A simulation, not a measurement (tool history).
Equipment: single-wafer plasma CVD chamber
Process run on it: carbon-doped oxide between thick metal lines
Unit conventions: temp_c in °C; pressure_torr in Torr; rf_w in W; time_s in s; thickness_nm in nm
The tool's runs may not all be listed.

{"run": 1, "hour": 0.0, "temp_c": 355, "pressure_torr": 4.23, "rf_w": 435, "time_s": 265, "thickness_nm": 1191.4}
{"run": 2, "hour": 7.6, "temp_c": 355, "pressure_torr": 4.23, "rf_w": 395, "time_s": 265, "thickness_nm": 1081.1}
{"run": 3, "hour": 9.5, "temp_c": 355, "pressure_torr": 4.23, "rf_w": 395, "time_s": 265, "thickness_nm": 1086.3}
{"run": 4, "hour": 15.3, "temp_c": 350, "pressure_torr": 4.23, "rf_w": 395, "time_s": 265, "thickness_nm": 1101.3}
{"run": 5, "hour": 23.9, "temp_c": 349, "pressure_torr": 4.35, "rf_w": 400, "time_s": 265, "thickness_nm": 1113}
{"run": 6, "hour": 24.4, "temp_c": 349, "pressure_torr": 4.4, "rf_w": 405, "time_s": 265, "thickness_nm": 1127.8}
{"run": 7, "hour": 29.3, "temp_c": 349, "pressure_torr": 4.46, "rf_w": 410, "time_s": 265, "thickness_nm": 1141.2}
{"run": 8, "hour": 36.0, "temp_c": 342, "pressure_torr": 5.31, "rf_w": 470, "time_s": 266, "thickness_nm": 1362.5}
{"run": 9, "hour": 38.5, "temp_c": 342, "pressure_torr": 5.26, "rf_w": 470, "time_s": 266, "thickness_nm": 1367.5}

Run 10 has not been measured yet. What should we expect?
{"run": 10, "hour": 42.7, "temp_c": 343, "pressure_torr": 5.21, "rf_w": 470, "time_s": 266, "thickness_nm": "?"}

Logged for run 10: thickness_nm 1349.6 nm.

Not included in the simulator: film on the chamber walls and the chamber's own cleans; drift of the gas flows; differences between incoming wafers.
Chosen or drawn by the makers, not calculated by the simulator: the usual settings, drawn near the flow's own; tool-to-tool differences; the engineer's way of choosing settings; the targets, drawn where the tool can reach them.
